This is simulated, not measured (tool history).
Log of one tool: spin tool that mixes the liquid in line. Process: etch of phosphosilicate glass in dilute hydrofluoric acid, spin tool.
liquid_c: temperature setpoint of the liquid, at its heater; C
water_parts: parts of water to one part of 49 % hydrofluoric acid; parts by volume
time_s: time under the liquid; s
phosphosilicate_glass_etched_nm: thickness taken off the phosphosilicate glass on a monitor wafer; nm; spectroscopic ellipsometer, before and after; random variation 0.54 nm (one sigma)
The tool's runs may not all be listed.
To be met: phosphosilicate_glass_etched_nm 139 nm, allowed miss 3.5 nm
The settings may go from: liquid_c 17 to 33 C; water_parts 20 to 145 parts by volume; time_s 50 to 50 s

run,day,liquid_c,water_parts,time_s,phosphosilicate_glass_etched_nm
1,0,25,80,50,58.635
2,0.262,25,80,50,58.429
3,0.608,26,75,50,65.052
4,0.883,27,70,50,73.161
5,1.254,29,70,50,78.987
6,1.396,29.5,65,50,88.035
7,1.604,30,60,50,97.713
8,1.704,30.5,60,50,99.303
9,1.854,33,40,50,169.8
10,1.958,32.5,40,50,166.18
11,2.271,32,40,50,164.34
12,2.362,32,40,50,164.95
13,2.442,31.5,40,50,159.09
14,2.638,31,40,50,157.85
15,2.892,30.5,40,50,153.99
16,3.1,30,40,50,150.52
17,3.325,29.5,40,50,148.11

Which of these 4 next moves meets every target?
A,3.55,29,40,50,?
B,3.55,28,40,50,?
C,3.55,33,45,50,?
D,3.55,32.5,45,50,?

move,phosphosilicate_glass_etched_nm
A,143.71
B,138.06
C,148.25
D,145.42
A: nearer than the last run, and not there yet
B: meets every target
C: as far off as the last run
D: nearer than the last run, and not there yet
Answer: B

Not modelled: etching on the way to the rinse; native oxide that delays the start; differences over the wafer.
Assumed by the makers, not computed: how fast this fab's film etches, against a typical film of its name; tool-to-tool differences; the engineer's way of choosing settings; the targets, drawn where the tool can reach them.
